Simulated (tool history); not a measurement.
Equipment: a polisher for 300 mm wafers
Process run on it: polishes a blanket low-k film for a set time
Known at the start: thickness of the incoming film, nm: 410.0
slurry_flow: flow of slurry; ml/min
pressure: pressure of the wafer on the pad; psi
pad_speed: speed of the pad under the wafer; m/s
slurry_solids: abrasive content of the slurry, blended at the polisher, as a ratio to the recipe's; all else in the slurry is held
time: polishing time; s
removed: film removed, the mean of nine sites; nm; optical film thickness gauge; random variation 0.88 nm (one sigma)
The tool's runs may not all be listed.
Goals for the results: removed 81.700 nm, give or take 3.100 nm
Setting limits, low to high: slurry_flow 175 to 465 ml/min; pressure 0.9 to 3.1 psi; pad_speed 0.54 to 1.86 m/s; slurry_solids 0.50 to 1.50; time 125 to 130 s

run 1 hour=0.0 | slurry_flow=295 pressure=2.0 pad_speed=1.18 slurry_solids=1.00 time=125 | removed=60.845
run 2 hour=2.3 | slurry_flow=295 pressure=1.5 pad_speed=1.18 slurry_solids=1.00 time=125 | removed=48.030
run 3 hour=10.4 | slurry_flow=295 pressure=1.7 pad_speed=1.18 slurry_solids=1.00 time=125 | removed=52.735
run 4 hour=13.0 | slurry_flow=295 pressure=1.7 pad_speed=1.18 slurry_solids=1.00 time=125 | removed=53.123
run 5 hour=21.4 | slurry_flow=295 pressure=1.7 pad_speed=1.18 slurry_solids=1.00 time=130 | removed=56.214
run 6 hour=25.8 | slurry_flow=295 pressure=1.8 pad_speed=1.18 slurry_solids=1.00 time=130 | removed=58.449
run 7 hour=29.3 | slurry_flow=295 pressure=1.9 pad_speed=1.18 slurry_solids=1.00 time=130 | removed=60.252
run 8 hour=37.4 | slurry_flow=295 pressure=2.0 pad_speed=1.18 slurry_solids=1.00 time=130 | removed=62.926
run 9 hour=42.8 | slurry_flow=295 pressure=2.1 pad_speed=1.18 slurry_solids=1.00 time=130 | removed=64.655
run 10 hour=47.1 | slurry_flow=295 pressure=2.2 pad_speed=1.18 slurry_solids=1.00 time=130 | removed=66.914
run 11 hour=56.0 | slurry_flow=295 pressure=2.3 pad_speed=1.18 slurry_solids=1.00 time=130 | removed=68.947
run 12 hour=61.0 | slurry_flow=295 pressure=2.4 pad_speed=1.18 slurry_solids=1.00 time=130 | removed=71.467
run 13 hour=66.3 | slurry_flow=295 pressure=2.5 pad_speed=1.18 slurry_solids=1.00 time=130 | removed=75.620
run 14 hour=71.9 | slurry_flow=295 pressure=2.6 pad_speed=1.18 slurry_solids=1.00 time=130 | removed=78.187

Consider the 5 candidate settings below. Which is the only one whose results all fall within their allowed miss of target?
run A hour=77.5 | slurry_flow=340 pressure=2.3 pad_speed=1.18 slurry_solids=1.05 time=126 | removed=?
run B hour=77.5 | slurry_flow=290 pressure=3.0 pad_speed=1.20 slurry_solids=1.05 time=130 | removed=?
run C hour=77.5 | slurry_flow=350 pressure=2.2 pad_speed=1.36 slurry_solids=1.00 time=128 | removed=?
run D hour=77.5 | slurry_flow=335 pressure=2.7 pad_speed=1.18 slurry_solids=0.95 time=125 | removed=?
run E hour=77.5 | slurry_flow=360 pressure=2.7 pad_speed=1.26 slurry_solids=1.00 time=125 | removed=?

move=A removed=71.083
move=B removed=91.415
move=C removed=76.897
move=D removed=77.567
move=E removed=83.702
A: moves away from the targets compared with the last run
B: pushes the last run's worst result past its target
C: moves away from the targets compared with the last run
D: moves away from the targets compared with the last run
E: hits every target within its allowed miss
Answer: E
